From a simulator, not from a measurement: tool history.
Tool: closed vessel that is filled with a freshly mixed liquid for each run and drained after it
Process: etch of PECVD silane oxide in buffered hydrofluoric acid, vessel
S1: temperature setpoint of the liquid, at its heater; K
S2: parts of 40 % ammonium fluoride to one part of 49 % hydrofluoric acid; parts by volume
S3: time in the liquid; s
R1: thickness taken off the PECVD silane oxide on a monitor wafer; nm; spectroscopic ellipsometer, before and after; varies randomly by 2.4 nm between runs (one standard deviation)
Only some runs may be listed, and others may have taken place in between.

run,day,S1,S2,S3,R1
1,0,298.15,8.5,105,282.93
2,0.129,298.15,11,105,225.44
3,0.367,300.15,11,105,251.74
4,0.671,301.65,11,105,273.41
# day 0.758: thermometer replaced
5,0.758,301.65,11,115,280.16
6,1.112,302.65,11,115,293.53

Run 7, settings as shown, results not yet in. Your forecast:
7,1.212,303.15,11,115,?

R1: 299.82 nm
